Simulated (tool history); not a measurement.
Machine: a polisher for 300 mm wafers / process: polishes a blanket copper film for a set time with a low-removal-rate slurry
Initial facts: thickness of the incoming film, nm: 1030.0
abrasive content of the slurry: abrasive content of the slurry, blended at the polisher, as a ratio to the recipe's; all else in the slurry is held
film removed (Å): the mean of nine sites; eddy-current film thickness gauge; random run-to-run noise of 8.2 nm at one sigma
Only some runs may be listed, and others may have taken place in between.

run  hour  flow of slurry (ml/min)  pressure of the wafer on the pad (psi)  speed of the pad under the wafer (cm/s)  abrasive content of the slurry  polishing time (s)  film removed (Å)
  1   0.0                      225                                     2.5                                      112                             1.0                 108            2777.9
  2   1.3                      225                                     2.5                                      112                             1.0                 108            2721.9
  3   4.6                      255                                     2.5                                      112                             1.0                 108            2826.0
  4  12.7                      255                                     2.5                                       90                             1.0                 108            2335.6
  5  18.8                      255                                     2.5                                       76                             1.0                 108            2126.5
  6  27.1                      280                                     2.5                                       76                             1.0                 108            2047.3
  7  30.3                      280                                     2.7                                       84                             1.0                 108            2430.3

For run 8, what comes out?
  8  39.3                      280                                     2.9                                       90                             1.0                 108                 ?

{"run 8": {"film removed (Å)": 2682.6}}
